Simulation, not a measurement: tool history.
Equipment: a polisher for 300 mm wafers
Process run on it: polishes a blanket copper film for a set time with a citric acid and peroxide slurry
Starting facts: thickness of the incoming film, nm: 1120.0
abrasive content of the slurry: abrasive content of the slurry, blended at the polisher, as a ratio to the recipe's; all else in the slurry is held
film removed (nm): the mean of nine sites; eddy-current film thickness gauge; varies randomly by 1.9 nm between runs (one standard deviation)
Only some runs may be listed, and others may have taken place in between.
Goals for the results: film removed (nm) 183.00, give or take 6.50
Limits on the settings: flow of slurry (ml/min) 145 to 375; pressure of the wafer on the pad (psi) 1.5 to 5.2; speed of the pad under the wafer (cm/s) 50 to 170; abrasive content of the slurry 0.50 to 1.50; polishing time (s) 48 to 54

| run | day | flow of slurry (ml/min) | pressure of the wafer on the pad (psi) | speed of the pad under the wafer (cm/s) | abrasive content of the slurry | polishing time (s) | film removed (nm) |
|---|---|---|---|---|---|---|---|
| 1 | 0.000 | 240 | 3.3 | 110 | 1.00 | 54 | 104.75 |
| 2 | 0.321 | 240 | 3.9 | 110 | 1.00 | 54 | 123.00 |
| 3 | 0.608 | 240 | 3.9 | 110 | 1.00 | 54 | 127.51 |
| 4 | 0.792 | 240 | 3.1 | 110 | 1.00 | 54 | 100.91 |
| 5 | 0.829 | 240 | 3.8 | 112 | 1.00 | 54 | 121.18 |
|  | 0.983 | worn pad replaced by a new one |
| 6 | 0.983 | 240 | 4.2 | 112 | 1.00 | 54 | 153.58 |
| 7 | 1.058 | 240 | 4.3 | 112 | 1.00 | 54 | 158.24 |
| 8 | 1.179 | 240 | 4.4 | 112 | 1.00 | 54 | 159.80 |

Below are 5 possible settings for the next run. Only one of them brings all results inside the allowed miss of their targets. Which is it?
| A | 1.300 | 175 | 4.8 | 142 | 0.90 | 48 | ? |
| B | 1.300 | 225 | 4.6 | 92 | 1.05 | 53 | ? |
| C | 1.300 | 230 | 5.1 | 134 | 1.10 | 50 | ? |
| D | 1.300 | 265 | 4.8 | 128 | 0.70 | 54 | ? |
| E | 1.300 | 205 | 4.2 | 158 | 0.60 | 52 | ? |

| move | film removed (nm) |
|---|---|
| A | 170.59 |
| B | 144.41 |
| C | 196.08 |
| D | 180.17 |
| E | 166.82 |
A: nearer the targets than the last run, but a result is still out of spec
B: further off than the last run
C: the result that was furthest off in the last run now lies on the other side of its target
D: each result inside its tolerance
E: nearer the targets than the last run, but a result is still out of spec
D is the move that brings every result within its allowed miss.

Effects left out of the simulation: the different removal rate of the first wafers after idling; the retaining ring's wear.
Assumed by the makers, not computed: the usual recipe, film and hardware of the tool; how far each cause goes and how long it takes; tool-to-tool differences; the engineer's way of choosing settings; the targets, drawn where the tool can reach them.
